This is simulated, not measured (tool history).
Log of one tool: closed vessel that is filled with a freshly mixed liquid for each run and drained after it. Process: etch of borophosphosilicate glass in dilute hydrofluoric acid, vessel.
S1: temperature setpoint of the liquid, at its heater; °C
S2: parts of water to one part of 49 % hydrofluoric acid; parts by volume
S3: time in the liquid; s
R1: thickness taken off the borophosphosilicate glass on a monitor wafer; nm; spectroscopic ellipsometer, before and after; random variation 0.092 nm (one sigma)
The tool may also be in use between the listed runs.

run    day    S1   S2  S3      R1
  1      0    22  110  30  9.8636
  2  0.108  24.5  100  30  12.143
  3  0.325    26   95  30  13.813
  4   0.45  27.5   90  30  15.426
  5  0.617  28.5   90  30  16.065
  6  0.867  28.5  110  30  12.772

Forecast run 7:
  7  0.912  29  100  30   ?

Run 7 gave R1 14.488 nm.
